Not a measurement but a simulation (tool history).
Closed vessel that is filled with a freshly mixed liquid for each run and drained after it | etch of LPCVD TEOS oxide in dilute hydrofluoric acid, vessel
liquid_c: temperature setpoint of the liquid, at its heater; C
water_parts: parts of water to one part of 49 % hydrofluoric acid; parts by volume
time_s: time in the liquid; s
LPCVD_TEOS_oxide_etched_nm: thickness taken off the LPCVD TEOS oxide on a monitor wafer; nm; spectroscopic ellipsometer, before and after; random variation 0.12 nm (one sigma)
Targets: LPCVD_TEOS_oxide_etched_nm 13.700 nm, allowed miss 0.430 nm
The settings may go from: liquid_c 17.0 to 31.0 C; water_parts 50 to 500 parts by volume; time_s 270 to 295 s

run    day  liquid_c  water_parts  time_s  LPCVD_TEOS_oxide_etched_nm
  1  0.000      23.0          275     270                      18.268
  2  0.225      23.0          275     295                      20.459
  3  0.317      23.0          215     295                      27.427
  4  0.525      23.0          165     295                      37.474
  5  0.688      23.0          165     270                      34.826
  6  0.862      23.0          165     270                      34.462
  7  0.975      22.0          190     270                      28.256
  8  1.246      21.0          210     270                      23.981
  9  1.492      20.5          225     270                      21.743

4 next moves are on the table. One of them brings every result within its allowed miss. Which?
  A  1.738      20.0          300     270                           ?
  B  1.738      20.0          305     275                           ?
  C  1.738      23.5          325     270                           ?
  D  1.738      26.5          375     270                           ?

move  LPCVD_TEOS_oxide_etched_nm
   A                      14.647
   B                      14.608
   C                      14.961
   D                      13.664
A: nearer than the last run, and not there yet
B: nearer than the last run, and not there yet
C: nearer than the last run, and not there yet
D: meets every target
The right move is D.

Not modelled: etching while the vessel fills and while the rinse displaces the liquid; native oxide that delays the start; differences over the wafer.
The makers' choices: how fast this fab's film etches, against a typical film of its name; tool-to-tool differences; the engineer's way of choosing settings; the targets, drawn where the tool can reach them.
